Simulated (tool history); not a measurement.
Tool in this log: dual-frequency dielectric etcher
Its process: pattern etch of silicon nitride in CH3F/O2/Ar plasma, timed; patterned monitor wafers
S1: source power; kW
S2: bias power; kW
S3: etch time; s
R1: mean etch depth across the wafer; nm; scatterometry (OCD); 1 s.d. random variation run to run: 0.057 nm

run,hour,S1,S2,S3,R1
1,0.0,0.450,0.072,31.0,22.069
2,9.0,0.470,0.072,31.0,22.431
3,14.7,0.400,0.072,31.0,21.261
4,18.8,0.440,0.073,31.0,21.985
# hour 23.0: wet clean of the chamber
5,23.0,0.460,0.073,31.0,21.216
6,31.3,0.390,0.073,31.0,20.203
7,36.9,0.430,0.074,31.0,20.911

What will run 8 give?
8,45.8,0.470,0.074,31.0,?

Run 8 yielded R1 21.465 nm.

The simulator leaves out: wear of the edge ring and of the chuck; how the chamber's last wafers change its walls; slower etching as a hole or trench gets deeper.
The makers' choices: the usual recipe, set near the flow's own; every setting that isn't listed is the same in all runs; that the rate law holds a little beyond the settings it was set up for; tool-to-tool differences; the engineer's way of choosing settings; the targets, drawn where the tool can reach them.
